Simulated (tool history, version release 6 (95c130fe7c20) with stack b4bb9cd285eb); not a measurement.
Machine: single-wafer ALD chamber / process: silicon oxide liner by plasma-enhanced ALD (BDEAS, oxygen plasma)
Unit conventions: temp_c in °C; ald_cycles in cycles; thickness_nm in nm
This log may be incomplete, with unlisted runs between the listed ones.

run	hour	temp_c	ald_cycles	thickness_nm
1	0	320	67	6.2613
2	1.7	320	69	6.4696
3	3.7	320	63	5.8921
4	4.5	316	63	5.8921
5	5.7	316	65	6.0555
6	12.8	316	58	5.4459
7	20.4	316	61	5.7423

The next listed run, before its measurement:
8	27.5	316	64	?

Run 8 yielded thickness_nm 6.0272 nm.
